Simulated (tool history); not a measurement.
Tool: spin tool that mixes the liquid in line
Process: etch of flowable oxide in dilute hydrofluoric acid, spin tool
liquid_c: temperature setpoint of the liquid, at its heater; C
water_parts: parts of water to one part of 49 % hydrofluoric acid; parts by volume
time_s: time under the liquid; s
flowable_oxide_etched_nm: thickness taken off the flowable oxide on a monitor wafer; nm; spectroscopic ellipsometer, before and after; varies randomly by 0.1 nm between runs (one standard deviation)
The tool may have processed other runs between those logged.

| run | hour | liquid_c | water_parts | time_s | flowable_oxide_etched_nm |
|---|---|---|---|---|---|
| 1 | 0.0 | 25.0 | 145 | 60 | 14.195 |
| 2 | 4.8 | 26.5 | 145 | 60 | 15.065 |
| 3 | 12.5 | 24.5 | 145 | 60 | 13.669 |
| 4 | 15.5 | 26.0 | 145 | 60 | 14.589 |
| 5 | 22.4 | 26.0 | 175 | 60 | 11.676 |
| 6 | 23.7 | 27.5 | 170 | 60 | 12.691 |
| 7 | 26.6 | 28.5 | 165 | 60 | 13.668 |

For run 8, what comes out?
| 8 | 27.2 | 29.5 | 160 | 60 | ? |

flowable_oxide_etched_nm: 14.823 nm
